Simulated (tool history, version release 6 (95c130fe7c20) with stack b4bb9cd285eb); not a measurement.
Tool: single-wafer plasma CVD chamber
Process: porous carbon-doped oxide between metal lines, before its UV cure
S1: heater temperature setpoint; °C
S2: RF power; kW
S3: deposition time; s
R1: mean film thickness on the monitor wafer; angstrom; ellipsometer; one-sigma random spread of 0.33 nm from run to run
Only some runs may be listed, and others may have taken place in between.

run 1 hour=0 | S1=325 S2=0.385 S3=17 | R1=639.79
run 2 hour=5.7 | S1=321 S2=0.385 S3=17 | R1=649.18
run 3 hour=11.6 | S1=318 S2=0.39 S3=17 | R1=671.21
run 4 hour=18.4 | S1=316 S2=0.39 S3=17 | R1=671.29
run 5 hour=25.2 | S1=314 S2=0.39 S3=17 | R1=681.36
run 6 hour=28.7 | S1=314 S2=0.345 S3=17 | R1=624.56
run 7 hour=35.2 | S1=311 S2=0.355 S3=17 | R1=639.19

Expected results for the next run?
run 8 hour=37.7 | S1=309 S2=0.365 S3=17 | R1=?

{"run 8": {"R1": 673.14}}
